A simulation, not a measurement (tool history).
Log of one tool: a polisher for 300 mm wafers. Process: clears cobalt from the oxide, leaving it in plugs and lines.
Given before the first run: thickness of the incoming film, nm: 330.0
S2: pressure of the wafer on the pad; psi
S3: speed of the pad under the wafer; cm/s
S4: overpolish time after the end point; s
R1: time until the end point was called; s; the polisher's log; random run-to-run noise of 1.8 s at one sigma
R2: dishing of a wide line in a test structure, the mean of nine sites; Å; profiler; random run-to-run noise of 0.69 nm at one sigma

{"run": 1, "hour": 0.0, "flow of slurry (ml/min)": 310, "S2": 1.4, "S3": 114, "S4": 24, "R1": 96.349, "R2": 432.15}
{"run": 2, "hour": 6.3, "flow of slurry (ml/min)": 310, "S2": 1.4, "S3": 114, "S4": 20, "R1": 95.672, "R2": 403.38}
{"run": 3, "hour": 11.0, "flow of slurry (ml/min)": 310, "S2": 1.4, "S3": 114, "S4": 24, "R1": 95.824, "R2": 452.69}
{"run": 4, "hour": 14.6, "flow of slurry (ml/min)": 310, "S2": 1.4, "S3": 114, "S4": 19, "R1": 97.655, "R2": 400.12}
{"run": 5, "hour": 21.1, "flow of slurry (ml/min)": 385, "S2": 1.4, "S3": 114, "S4": 19, "R1": 97.772, "R2": 387.23}
{"run": 6, "hour": 23.1, "flow of slurry (ml/min)": 385, "S2": 1.5, "S3": 114, "S4": 19, "R1": 93.663, "R2": 400.25}

Run 7 is up next; what results do you expect?
{"run": 7, "hour": 28.8, "flow of slurry (ml/min)": 385, "S2": 1.5, "S3": 114, "S4": 16, "R1": "?", "R2": "?"}

R1: 89.759 s
R2: 364.46 Å
